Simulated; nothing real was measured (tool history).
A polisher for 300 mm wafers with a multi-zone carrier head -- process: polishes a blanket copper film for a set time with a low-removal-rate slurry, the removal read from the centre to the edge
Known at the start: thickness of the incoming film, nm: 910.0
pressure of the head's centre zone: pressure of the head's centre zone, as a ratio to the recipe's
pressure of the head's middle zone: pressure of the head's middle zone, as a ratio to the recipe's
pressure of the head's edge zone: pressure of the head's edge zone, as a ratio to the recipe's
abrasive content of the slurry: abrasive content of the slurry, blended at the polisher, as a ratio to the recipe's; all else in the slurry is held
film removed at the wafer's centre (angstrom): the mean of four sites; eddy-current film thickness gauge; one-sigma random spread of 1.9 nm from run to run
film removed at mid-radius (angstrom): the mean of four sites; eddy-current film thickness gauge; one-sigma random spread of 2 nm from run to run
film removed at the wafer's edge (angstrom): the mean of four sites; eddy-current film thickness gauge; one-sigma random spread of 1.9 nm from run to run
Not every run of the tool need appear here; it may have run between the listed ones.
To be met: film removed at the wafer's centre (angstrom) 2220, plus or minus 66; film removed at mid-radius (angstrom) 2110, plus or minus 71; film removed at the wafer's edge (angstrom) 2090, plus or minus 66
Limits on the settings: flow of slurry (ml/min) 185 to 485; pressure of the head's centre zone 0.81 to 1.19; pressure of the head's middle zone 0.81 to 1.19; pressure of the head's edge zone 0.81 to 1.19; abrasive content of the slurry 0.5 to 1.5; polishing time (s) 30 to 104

run  hour  flow of slurry (ml/min)  pressure of the head's centre zone  pressure of the head's middle zone  pressure of the head's edge zone  abrasive content of the slurry  polishing time (s)  film removed at the wafer's centre (angstrom)  film removed at mid-radius (angstrom)  film removed at the wafer's edge (angstrom)
  1     0                      310                                   1                                   1                                 1                               1                  67                                         1552.4                                 1591.9                                       1481.9
  2   8.8                      310                                   1                                   1                                 1                             1.2                  67                                           1632                                 1647.1                                       1588.6
  3  10.1                      310                                   1                                   1                              0.93                             1.2                  67                                         1628.6                                 1646.1                                       1551.1
  4    19                      280                                   1                                   1                              0.93                             1.2                  67                                         1612.4                                 1639.1                                       1524.2
  5  26.5                      340                                   1                                   1                              0.93                             1.2                  67                                         1643.5                                 1680.4                                       1519.4
  6    35                      340                                   1                                   1                              0.93                            1.05                  67                                         1584.9                                 1626.9                                       1498.2
  7  39.2                      335                                   1                                   1                              0.94                             1.1                  69                                           1644                                   1701                                       1563.1
  8  47.1                      335                                   1                                   1                              0.94                             1.1                  69                                         1639.6                                 1688.8                                       1559.2
     48.9  -- edge zone pressure recalibrated
  9  48.9                      330                                1.01                                   1                              0.95                            1.15                  70                                         1736.7                                 1707.3                                       1651.8
 10  53.1                      335                                1.02                                1.02                              0.96                             1.2                  70                                         1765.6                                 1765.5                                       1660.8
 11  57.4                      335                                1.03                                1.04                              0.98                            1.25                  70                                         1777.8                                 1802.4                                       1743.3
 12  58.2                      340                                1.05                                1.06                              0.97                             1.3                  70                                         1845.2                                 1901.5                                       1728.3
 13  65.2                      345                                1.06                                1.07                              0.99                            1.35                  70                                         1877.3                                 1897.9                                       1755.4
 14  71.4                      345                                1.07                                1.08                              1.01                            1.35                  70                                         1913.3                                 1895.8                                       1795.3
 15  75.6                      350                                1.08                                1.09                              1.03                            1.35                  70                                         1946.3                                 1926.3                                       1800.9
 16  80.8                      350                                1.08                                 1.1                              1.05                            1.35                  70                                         1913.1                                 1976.4                                       1836.1
 17  87.5                      355                                1.09                                 1.1                              1.07                            1.35                  70                                         1930.3                                 1936.2                                       1806.7
 18  89.7                      350                                1.09                                 1.1                              1.08                            1.35                  71                                         1945.3                                 1944.6                                       1886.2
 19  90.5                      355                                 1.1                                1.11                              1.09                            1.35                  71                                         1965.7                                 1984.4                                       1834.1
 20  92.8                      355                                 1.1                                1.11                              1.09                            1.35                  72                                         2004.2                                 2047.3                                       1898.4

Which one of the following 4 next-run settings gets every result inside its allowed miss? There is exactly one.
  A  95.1                      300                                0.89                                0.99                              1.19                             1.5                  77                                              ?                                      ?                                            ?
  B  95.1                      360                                1.18                                1.12                              1.09                             1.2                  77                                              ?                                      ?                                            ?
  C  95.1                      330                                 1.1                                1.13                              1.07                            1.35                  80                                              ?                                      ?                                            ?
  D  95.1                      365                                 1.1                                1.04                              1.06                             1.5                  77                                              ?                                      ?                                            ?

move  film removed at the wafer's centre (angstrom)  film removed at mid-radius (angstrom)  film removed at the wafer's edge (angstrom)
   A                                         1745.4                                 1972.4                                       2171.8
   B                                         2245.9                                   2098                                       1993.5
   C                                         2215.5                                 2239.8                                       2096.3
   D                                         2206.9                                 2087.4                                       2075.6
A: further off than the last run
B: gets the furthest-off result to its target, but another result is out of tolerance
C: gets the furthest-off result to its target, but another result is out of tolerance
D: in spec on every target
The move that meets every target is D.

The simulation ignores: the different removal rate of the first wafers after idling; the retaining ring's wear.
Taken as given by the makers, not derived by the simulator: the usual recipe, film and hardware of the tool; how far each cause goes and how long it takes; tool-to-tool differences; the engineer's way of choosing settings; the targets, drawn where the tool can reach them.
